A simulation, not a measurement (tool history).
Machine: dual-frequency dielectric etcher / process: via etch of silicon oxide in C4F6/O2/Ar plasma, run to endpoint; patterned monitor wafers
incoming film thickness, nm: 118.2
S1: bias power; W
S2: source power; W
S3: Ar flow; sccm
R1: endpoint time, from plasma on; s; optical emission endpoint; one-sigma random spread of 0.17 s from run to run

| run | day | S1 | S2 | S3 | R1 |
|---|---|---|---|---|---|
| 1 | 0.000 | 611 | 390 | 279 | 22.125 |
| 2 | 0.208 | 708 | 390 | 279 | 21.279 |
| 3 | 0.438 | 800 | 390 | 279 | 20.194 |
| 4 | 0.638 | 728 | 390 | 279 | 20.781 |
| 5 | 0.871 | 728 | 440 | 279 | 19.649 |
| 6 | 0.988 | 641 | 390 | 285 | 22.010 |
| 7 | 1.167 | 519 | 320 | 297 | 25.950 |
| 8 | 1.412 | 519 | 320 | 297 | 26.356 |
| 9 | 1.612 | 501 | 320 | 297 | 26.699 |

Run 10 comes next. What will it give?
| 10 | 1.692 | 501 | 320 | 297 | ? |

R1: 26.678 s

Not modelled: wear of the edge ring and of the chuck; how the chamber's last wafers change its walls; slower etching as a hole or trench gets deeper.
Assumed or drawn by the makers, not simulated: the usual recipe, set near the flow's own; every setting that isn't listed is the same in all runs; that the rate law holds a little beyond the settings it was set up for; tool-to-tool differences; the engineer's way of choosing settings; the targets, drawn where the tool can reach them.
